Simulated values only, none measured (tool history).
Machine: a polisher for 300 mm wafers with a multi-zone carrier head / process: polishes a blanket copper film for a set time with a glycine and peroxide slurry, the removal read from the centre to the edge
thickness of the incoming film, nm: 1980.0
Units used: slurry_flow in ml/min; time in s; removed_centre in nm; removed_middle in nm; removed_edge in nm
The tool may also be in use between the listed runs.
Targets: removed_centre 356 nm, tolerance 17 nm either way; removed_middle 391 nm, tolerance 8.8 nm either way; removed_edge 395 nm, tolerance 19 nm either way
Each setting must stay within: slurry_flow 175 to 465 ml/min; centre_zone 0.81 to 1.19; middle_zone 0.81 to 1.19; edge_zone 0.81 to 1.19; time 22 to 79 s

{"run": 1, "hour": 0.0, "slurry_flow": 295, "centre_zone": 1, "middle_zone": 1, "edge_zone": 1, "time": 50, "removed_centre": 280.18, "removed_middle": 279.69, "removed_edge": 283.33}
{"run": 2, "hour": 2.6, "slurry_flow": 300, "centre_zone": 1, "middle_zone": 1.03, "edge_zone": 1.04, "time": 53, "removed_centre": 293.98, "removed_middle": 301.18, "removed_edge": 301.7}
{"run": 3, "hour": 4.5, "slurry_flow": 300, "centre_zone": 1, "middle_zone": 1.03, "edge_zone": 1.07, "time": 53, "removed_centre": 300.59, "removed_middle": 300.38, "removed_edge": 309.2}
{"run": 4, "hour": 6.7, "slurry_flow": 305, "centre_zone": 0.99, "middle_zone": 1.05, "edge_zone": 1.1, "time": 56, "removed_centre": 307.37, "removed_middle": 323.38, "removed_edge": 326.64}
{"run": 5, "hour": 11.6, "slurry_flow": 260, "centre_zone": 0.99, "middle_zone": 1.05, "edge_zone": 1.1, "time": 56, "removed_centre": 307.35, "removed_middle": 316.65, "removed_edge": 330.43}
{"run": 6, "hour": 15.1, "slurry_flow": 260, "centre_zone": 0.99, "middle_zone": 1.05, "edge_zone": 1.06, "time": 56, "removed_centre": 309.41, "removed_middle": 319.04, "removed_edge": 328.43}
{"run": 7, "hour": 18.9, "slurry_flow": 240, "centre_zone": 0.99, "middle_zone": 1.08, "edge_zone": 1.07, "time": 58, "removed_centre": 319.53, "removed_middle": 334.48, "removed_edge": 332.17}
{"run": 8, "hour": 26.0, "slurry_flow": 325, "centre_zone": 0.98, "middle_zone": 1.13, "edge_zone": 1.17, "time": 62, "removed_centre": 345.8, "removed_middle": 381.19, "removed_edge": 382.82}

Exercise: of the 4 proposed moves below, exactly one satisfies all targets within the stated allowed misses. Which move is it?
{"run": "A", "hour": 33.1, "slurry_flow": 365, "centre_zone": 0.99, "middle_zone": 1.15, "edge_zone": 1.12, "time": 60, "removed_centre": "?", "removed_middle": "?", "removed_edge": "?"}
{"run": "B", "hour": 33.1, "slurry_flow": 300, "centre_zone": 0.99, "middle_zone": 1.13, "edge_zone": 1.19, "time": 64, "removed_centre": "?", "removed_middle": "?", "removed_edge": "?"}
{"run": "C", "hour": 33.1, "slurry_flow": 300, "centre_zone": 1.1, "middle_zone": 1.12, "edge_zone": 1.11, "time": 61, "removed_centre": "?", "removed_middle": "?", "removed_edge": "?"}
{"run": "D", "hour": 33.1, "slurry_flow": 305, "centre_zone": 0.98, "middle_zone": 1.19, "edge_zone": 1.01, "time": 62, "removed_centre": "?", "removed_middle": "?", "removed_edge": "?"}

move=A removed_centre=326.21 removed_middle=374.64 removed_edge=358.32
move=B removed_centre=342.45 removed_middle=388.71 removed_edge=390.13
move=C removed_centre=362.92 removed_middle=367.87 removed_edge=358.75
move=D removed_centre=328.95 removed_middle=392.13 removed_edge=347.99
A: the biggest miss grows against the last run
B: every result within its allowed miss
C: the biggest miss grows against the last run
D: brings the last run's worst result on target, with another outside its allowed miss
B meets every target.
